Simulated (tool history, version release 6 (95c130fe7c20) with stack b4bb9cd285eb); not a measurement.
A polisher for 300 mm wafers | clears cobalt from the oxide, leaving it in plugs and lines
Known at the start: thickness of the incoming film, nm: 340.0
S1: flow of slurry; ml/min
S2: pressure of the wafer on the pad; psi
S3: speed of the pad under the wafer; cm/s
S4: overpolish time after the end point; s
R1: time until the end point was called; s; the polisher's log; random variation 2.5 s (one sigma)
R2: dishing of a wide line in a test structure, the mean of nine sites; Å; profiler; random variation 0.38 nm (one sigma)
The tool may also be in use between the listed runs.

Run 1, day 0.000: S1 195 ml/min, S2 1.5 psi, S3 76 cm/s, S4 24 s. Result: R1 99.785 s, R2 301.23 Å.
Run 2, day 0.321: S1 195 ml/min, S2 1.8 psi, S3 76 cm/s, S4 24 s. Result: R1 84.289 s, R2 314.94 Å.
Run 3, day 0.438: S1 195 ml/min, S2 1.4 psi, S3 76 cm/s, S4 24 s. Result: R1 111.170 s, R2 300.03 Å.
Run 4, day 0.500: S1 195 ml/min, S2 1.2 psi, S3 76 cm/s, S4 24 s. Result: R1 125.550 s, R2 280.05 Å.
Run 5, day 0.800: S1 195 ml/min, S2 1.2 psi, S3 76 cm/s, S4 21 s. Result: R1 127.800 s, R2 264.31 Å.
Run 6, day 1.146: S1 195 ml/min, S2 0.9 psi, S3 76 cm/s, S4 21 s. Result: R1 164.510 s, R2 234.10 Å.
Run 7, day 1.221: S1 195 ml/min, S2 0.9 psi, S3 76 cm/s, S4 20 s. Result: R1 165.880 s, R2 224.60 Å.

Forecast run 8:
Run 8, day 1.471: S1 195 ml/min, S2 0.9 psi, S3 76 cm/s, S4 19 s. Result: R1 ?, R2 ?.

Run 8 gave R1 170.980 s, R2 221.93 Å.
